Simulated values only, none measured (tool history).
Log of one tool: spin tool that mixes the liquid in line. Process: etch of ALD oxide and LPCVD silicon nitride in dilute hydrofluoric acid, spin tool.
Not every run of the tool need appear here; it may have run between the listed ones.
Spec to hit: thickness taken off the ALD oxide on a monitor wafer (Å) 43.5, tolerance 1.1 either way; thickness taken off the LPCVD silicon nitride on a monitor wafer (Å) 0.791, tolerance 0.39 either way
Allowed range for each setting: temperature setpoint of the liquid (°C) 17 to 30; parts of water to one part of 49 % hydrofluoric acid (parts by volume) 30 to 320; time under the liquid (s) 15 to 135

run    day  temperature setpoint of the liquid (°C)  parts of water to one part of 49 % hydrofluoric acid (parts by volume)  time under the liquid (s)  thickness taken off the ALD oxide on a monitor wafer (Å)  thickness taken off the LPCVD silicon nitride on a monitor wafer (Å)
  1      0                                       22                                                                     175                         70                                                    75.693                                                                1.7001
  2  0.108                                       24                                                                     175                         70                                                    82.144                                                                 1.723
  3  0.196                                     26.5                                                                     175                         70                                                    89.916                                                                1.5322
  4  0.225                                     25.5                                                                     185                         70                                                     80.45                                                                1.7566
  5  0.521                                     25.5                                                                     185                         95                                                     109.9                                                                 2.686
  6    0.8                                       25                                                                     200                         95                                                    97.395                                                                2.3262
  7  0.908                                       24                                                                     210                         95                                                    88.774                                                                1.8756
  8  1.146                                       23                                                                     220                         95                                                    80.586                                                                1.9239
  9  1.367                                       19                                                                     290                         95                                                    49.529                                                                1.3021
 10  1.508                                       18                                                                     300                         95                                                    46.275                                                                1.0449
 11  1.733                                       18                                                                     300                         95                                                    45.911                                                               0.67487

Exercise: of the 5 proposed moves below, exactly one satisfies all targets within the stated allowed misses. Which move is it?
  A  1.958                                       17                                                                     285                         95                                                         ?                                                                     ?
  B  1.958                                     18.5                                                                     280                         90                                                         ?                                                                     ?
  C  1.958                                       23                                                                     260                         70                                                         ?                                                                     ?
  D  1.958                                       17                                                                     275                         85                                                         ?                                                                     ?
  E  1.958                                       17                                                                     255                         85                                                         ?                                                                     ?

move  thickness taken off the ALD oxide on a monitor wafer (Å)  thickness taken off the LPCVD silicon nitride on a monitor wafer (Å)
   A                                                    47.374                                                                1.1149
   B                                                     48.56                                                                1.1848
   C                                                      48.9                                                                1.3188
   D                                                    44.303                                                                 1.032
   E                                                    48.607                                                                1.1089
A: its largest miss is bigger than the last run's
B: its largest miss is bigger than the last run's
C: its largest miss is bigger than the last run's
D: hits every target within its allowed miss
E: its largest miss is bigger than the last run's
Move D is the one to make.
